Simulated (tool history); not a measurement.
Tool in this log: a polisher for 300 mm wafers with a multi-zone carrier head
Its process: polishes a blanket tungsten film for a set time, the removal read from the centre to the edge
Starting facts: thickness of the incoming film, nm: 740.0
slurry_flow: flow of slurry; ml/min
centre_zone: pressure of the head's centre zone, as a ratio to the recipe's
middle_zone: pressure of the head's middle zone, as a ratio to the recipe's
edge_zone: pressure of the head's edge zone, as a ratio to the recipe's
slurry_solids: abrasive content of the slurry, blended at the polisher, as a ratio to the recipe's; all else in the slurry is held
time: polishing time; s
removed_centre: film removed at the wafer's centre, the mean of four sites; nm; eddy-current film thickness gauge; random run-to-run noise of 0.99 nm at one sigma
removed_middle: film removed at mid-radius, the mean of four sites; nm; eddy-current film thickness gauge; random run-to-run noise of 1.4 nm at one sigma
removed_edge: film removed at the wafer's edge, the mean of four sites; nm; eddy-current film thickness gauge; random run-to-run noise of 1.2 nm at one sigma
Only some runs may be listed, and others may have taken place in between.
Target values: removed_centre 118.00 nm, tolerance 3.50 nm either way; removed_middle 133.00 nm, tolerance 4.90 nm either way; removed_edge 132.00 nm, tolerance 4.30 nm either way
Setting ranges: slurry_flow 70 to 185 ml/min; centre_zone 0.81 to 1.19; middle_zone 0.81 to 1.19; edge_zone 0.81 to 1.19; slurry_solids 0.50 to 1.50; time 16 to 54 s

run 1 hour=0.0 | slurry_flow=120 centre_zone=1.00 middle_zone=1.00 edge_zone=1.00 slurry_solids=1.00 time=35 | removed_centre=222.11 removed_middle=219.26 removed_edge=226.27
run 2 hour=1.7 | slurry_flow=120 centre_zone=1.00 middle_zone=1.00 edge_zone=0.94 slurry_solids=1.00 time=35 | removed_centre=221.59 removed_middle=221.71 removed_edge=222.55
run 3 hour=6.9 | slurry_flow=120 centre_zone=1.00 middle_zone=1.00 edge_zone=0.94 slurry_solids=1.00 time=29 | removed_centre=185.99 removed_middle=182.30 removed_edge=183.35
run 4 hour=9.6 | slurry_flow=110 centre_zone=0.96 middle_zone=1.00 edge_zone=0.92 slurry_solids=0.85 time=28 | removed_centre=158.30 removed_middle=168.43 removed_edge=167.25
run 5 hour=18.4 | slurry_flow=110 centre_zone=0.96 middle_zone=1.00 edge_zone=0.92 slurry_solids=0.95 time=28 | removed_centre=165.18 removed_middle=174.37 removed_edge=173.79
run 6 hour=21.0 | slurry_flow=110 centre_zone=0.96 middle_zone=1.00 edge_zone=0.92 slurry_solids=0.80 time=28 | removed_centre=158.67 removed_middle=167.85 removed_edge=165.10
run 7 hour=28.7 | slurry_flow=110 centre_zone=0.96 middle_zone=1.00 edge_zone=0.92 slurry_solids=0.80 time=28 | removed_centre=159.55 removed_middle=166.37 removed_edge=162.43
run 8 hour=33.2 | slurry_flow=105 centre_zone=0.93 middle_zone=0.98 edge_zone=0.91 slurry_solids=0.70 time=27 | removed_centre=139.70 removed_middle=149.79 removed_edge=151.18
run 9 hour=38.9 | slurry_flow=100 centre_zone=0.92 middle_zone=0.98 edge_zone=0.89 slurry_solids=0.65 time=27 | removed_centre=134.18 removed_middle=143.77 removed_edge=146.19
run 10 hour=41.3 | slurry_flow=95 centre_zone=0.91 middle_zone=0.99 edge_zone=0.87 slurry_solids=0.60 time=27 | removed_centre=128.04 removed_middle=144.06 removed_edge=141.66
run 11 hour=43.7 | slurry_flow=90 centre_zone=0.91 middle_zone=0.98 edge_zone=0.85 slurry_solids=0.60 time=27 | removed_centre=128.00 removed_middle=139.55 removed_edge=139.99
run 12 hour=46.0 | slurry_flow=85 centre_zone=0.90 middle_zone=0.98 edge_zone=0.84 slurry_solids=0.60 time=27 | removed_centre=123.90 removed_middle=136.87 removed_edge=137.19
run 13 hour=46.8 | slurry_flow=85 centre_zone=0.90 middle_zone=0.98 edge_zone=0.84 slurry_solids=0.60 time=27 | removed_centre=122.17 removed_middle=134.77 removed_edge=136.87
run 14 hour=48.1 | slurry_flow=85 centre_zone=0.90 middle_zone=0.99 edge_zone=0.83 slurry_solids=0.60 time=27 | removed_centre=123.56 removed_middle=135.37 removed_edge=137.24
run 15 hour=50.2 | slurry_flow=85 centre_zone=0.90 middle_zone=1.00 edge_zone=0.82 slurry_solids=0.60 time=27 | removed_centre=123.85 removed_middle=139.91 removed_edge=137.10

Next run, 4 choices. One meets every target within its allowed miss, the rest don't. Which?
run A hour=52.3 | slurry_flow=70 centre_zone=0.92 middle_zone=1.02 edge_zone=0.81 slurry_solids=0.60 time=27 | removed_centre=? removed_middle=? removed_edge=?
run B hour=52.3 | slurry_flow=70 centre_zone=0.89 middle_zone=0.95 edge_zone=0.90 slurry_solids=0.65 time=28 | removed_centre=? removed_middle=? removed_edge=?
run C hour=52.3 | slurry_flow=70 centre_zone=0.94 middle_zone=0.90 edge_zone=0.88 slurry_solids=0.65 time=30 | removed_centre=? removed_middle=? removed_edge=?
run D hour=52.3 | slurry_flow=90 centre_zone=0.85 middle_zone=1.13 edge_zone=0.81 slurry_solids=0.55 time=27 | removed_centre=? removed_middle=? removed_edge=?

move=A removed_centre=115.26 removed_middle=129.12 removed_edge=132.42
move=B removed_centre=118.05 removed_middle=129.67 removed_edge=143.91
move=C removed_centre=133.60 removed_middle=133.44 removed_edge=153.45
move=D removed_centre=113.52 removed_middle=147.17 removed_edge=135.65
A: in spec on every target
B: brings the last run's worst result on target, with another outside its allowed miss
C: moves away from the targets compared with the last run
D: pushes the last run's worst result past its target
So the answer is move A, the one that meets all the targets.

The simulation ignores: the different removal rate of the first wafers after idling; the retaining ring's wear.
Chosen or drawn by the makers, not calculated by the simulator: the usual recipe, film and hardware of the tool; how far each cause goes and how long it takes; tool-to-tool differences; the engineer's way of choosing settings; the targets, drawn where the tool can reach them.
